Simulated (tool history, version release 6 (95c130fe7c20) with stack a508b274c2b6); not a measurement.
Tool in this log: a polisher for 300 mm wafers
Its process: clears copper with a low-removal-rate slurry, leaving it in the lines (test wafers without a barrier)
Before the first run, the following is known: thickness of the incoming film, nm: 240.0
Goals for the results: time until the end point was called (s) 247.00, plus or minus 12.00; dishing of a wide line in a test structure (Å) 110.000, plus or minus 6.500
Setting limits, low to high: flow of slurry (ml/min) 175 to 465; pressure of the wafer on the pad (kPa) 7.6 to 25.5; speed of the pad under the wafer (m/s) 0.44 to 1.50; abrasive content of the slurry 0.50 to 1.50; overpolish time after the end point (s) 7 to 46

run	hour	flow of slurry (ml/min)	pressure of the wafer on the pad (kPa)	speed of the pad under the wafer (m/s)	abrasive content of the slurry	overpolish time after the end point (s)	time until the end point was called (s)	dishing of a wide line in a test structure (Å)
1	0.0	295	16.5	0.96	1.00	24	126.42	219.940
2	1.5	295	15.2	0.92	1.00	22	143.92	192.200
3	4.4	295	13.8	0.90	1.00	20	155.92	167.180
4	9.6	295	13.8	0.90	1.05	20	157.03	166.830
5	13.2	295	12.4	0.88	1.05	19	181.08	148.320
6	21.4	295	11.7	0.88	1.05	18	183.43	132.670
7	22.2	295	11.0	0.88	1.05	19	201.47	133.390
8	29.7	295	10.3	0.88	1.05	19	209.74	131.600
9	35.1	295	9.7	0.88	1.05	19	225.51	124.510
10	41.9	295	8.3	0.88	1.05	16	253.65	94.540
11	44.4	295	8.3	0.88	1.05	17	255.84	101.770

Which single option among these 5 for the next run brings every result within its allowed miss of target? Just one does.
A	46.9	300	9.7	0.72	1.00	21	?	?
B	46.9	335	12.4	0.60	1.30	18	?	?
C	46.9	250	9.0	0.82	1.00	17	?	?
D	46.9	275	7.6	0.90	1.05	16	?	?
E	46.9	185	8.3	0.94	1.15	16	?	?

move	time until the end point was called (s)	dishing of a wide line in a test structure (Å)
A	273.72	114.560
B	247.42	110.540
C	261.84	99.743
D	273.93	90.868
E	248.10	98.951
A: brings the last run's worst result on target, with another outside its allowed miss
B: each result inside its tolerance
C: misses by more than the last run did
D: misses by more than the last run did
E: misses by more than the last run did
Answer: B
